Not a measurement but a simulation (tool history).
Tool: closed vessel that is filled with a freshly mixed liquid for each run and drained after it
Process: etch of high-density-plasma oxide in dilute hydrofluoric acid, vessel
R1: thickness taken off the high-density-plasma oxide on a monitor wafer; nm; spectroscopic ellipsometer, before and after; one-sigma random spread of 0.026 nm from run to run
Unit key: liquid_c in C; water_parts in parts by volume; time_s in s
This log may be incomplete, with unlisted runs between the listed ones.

{"run": 1, "day": 0.0, "liquid_c": 25.0, "water_parts": 210, "time_s": 135, "R1": 3.2596}
{"run": 2, "day": 0.175, "liquid_c": 25.0, "water_parts": 210, "time_s": 135, "R1": 3.2384}
{"run": 3, "day": 0.45, "liquid_c": 25.0, "water_parts": 210, "time_s": 95, "R1": 2.2834}
{"run": 4, "day": 0.675, "liquid_c": 26.5, "water_parts": 210, "time_s": 95, "R1": 2.4059}
{"run": 5, "day": 1.021, "liquid_c": 26.5, "water_parts": 170, "time_s": 95, "R1": 3.0886}
{"run": 6, "day": 1.371, "liquid_c": 23.0, "water_parts": 170, "time_s": 95, "R1": 2.7278}
{"run": 7, "day": 1.446, "liquid_c": 27.0, "water_parts": 165, "time_s": 95, "R1": 3.3007}

Run 8 is up next; what results do you expect?
{"run": 8, "day": 1.808, "liquid_c": 27.5, "water_parts": 165, "time_s": 95, "R1": "?"}

Run 8 came out at R1 3.3537 nm.
